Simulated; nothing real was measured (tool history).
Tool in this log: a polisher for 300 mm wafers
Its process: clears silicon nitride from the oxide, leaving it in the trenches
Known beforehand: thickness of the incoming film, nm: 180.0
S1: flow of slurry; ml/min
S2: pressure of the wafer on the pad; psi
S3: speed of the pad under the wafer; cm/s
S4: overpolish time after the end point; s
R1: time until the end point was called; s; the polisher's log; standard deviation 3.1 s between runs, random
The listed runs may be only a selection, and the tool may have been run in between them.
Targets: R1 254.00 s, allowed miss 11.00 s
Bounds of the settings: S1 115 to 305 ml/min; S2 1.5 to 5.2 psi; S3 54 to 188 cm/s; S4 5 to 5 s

run,day,S1,S2,S3,S4,R1
1,0.000,195,3.3,120,5,170.31
2,0.046,195,3.3,120,5,171.73
3,0.304,195,3.3,104,5,194.42
4,0.525,195,3.3,104,5,198.72
5,0.808,195,4.1,104,5,161.56
6,1.125,195,4.9,104,5,134.07
7,1.392,195,4.4,102,5,149.89
8,1.638,195,4.0,100,5,172.53
9,1.971,195,3.7,100,5,179.25
10,2.158,195,3.7,100,5,183.79
11,2.288,195,3.4,100,5,197.28
12,2.371,195,3.2,100,5,212.24
13,2.412,195,3.1,100,5,221.67
14,2.721,195,3.0,100,5,224.36
15,2.983,195,2.9,100,5,231.92
16,3.200,195,2.9,100,5,231.97
17,3.408,195,2.8,100,5,241.98

Of the 5 settings listed for the next run, only one would bring every result within its allowed miss of target. Which one?
A,3.617,210,2.3,100,5,?
B,3.617,190,3.1,86,5,?
C,3.617,240,2.9,102,5,?
D,3.617,280,2.9,80,5,?
E,3.617,205,2.9,100,5,?

move,R1
A,285.67
B,250.88
C,220.87
D,274.64
E,229.25
A: takes the biggest miss from the last run beyond its target
B: hits every target within its allowed miss
C: misses by more than the last run did
D: takes the biggest miss from the last run beyond its target
E: misses by more than the last run did
B meets every target.

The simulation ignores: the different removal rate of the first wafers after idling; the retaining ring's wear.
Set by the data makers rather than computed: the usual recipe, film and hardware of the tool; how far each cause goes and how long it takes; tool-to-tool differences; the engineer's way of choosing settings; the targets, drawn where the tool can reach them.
